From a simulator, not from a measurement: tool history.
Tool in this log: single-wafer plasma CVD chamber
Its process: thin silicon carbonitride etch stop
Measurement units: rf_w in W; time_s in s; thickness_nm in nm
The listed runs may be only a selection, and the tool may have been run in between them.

run 1 day=0 | rf_w=265 time_s=8.01 | thickness_nm=5.2158
run 2 day=0.188 | rf_w=275 time_s=8.13 | thickness_nm=5.384
run 3 day=0.417 | rf_w=275 time_s=7.01 | thickness_nm=4.6148
run 4 day=0.558 | rf_w=285 time_s=7.29 | thickness_nm=4.8578
run 5 day=0.721 | rf_w=305 time_s=7.29 | thickness_nm=4.9324
run 6 day=0.829 | rf_w=310 time_s=7.53 | thickness_nm=5.1181
run 7 day=1.15 | rf_w=315 time_s=7.72 | thickness_nm=5.3056
run 8 day=1.171 | rf_w=320 time_s=7.85 | thickness_nm=5.3542
run 9 day=1.442 | rf_w=320 time_s=8 | thickness_nm=5.4829
run 10 day=1.546 | rf_w=325 time_s=8.11 | thickness_nm=5.5817
run 11 day=1.671 | rf_w=325 time_s=8.2 | thickness_nm=5.6157
run 12 day=2.008 | rf_w=325 time_s=8.28 | thickness_nm=5.7132
run 13 day=2.212 | rf_w=325 time_s=8.33 | thickness_nm=5.7672
run 14 day=2.458 | rf_w=325 time_s=8.37 | thickness_nm=5.7747
run 15 day=2.488 | rf_w=325 time_s=8.41 | thickness_nm=5.7755

Run 16, settings as shown, results not yet in. Your forecast:
run 16 day=2.65 | rf_w=325 time_s=8.45 | thickness_nm=?

thickness_nm: 5.8318 nm

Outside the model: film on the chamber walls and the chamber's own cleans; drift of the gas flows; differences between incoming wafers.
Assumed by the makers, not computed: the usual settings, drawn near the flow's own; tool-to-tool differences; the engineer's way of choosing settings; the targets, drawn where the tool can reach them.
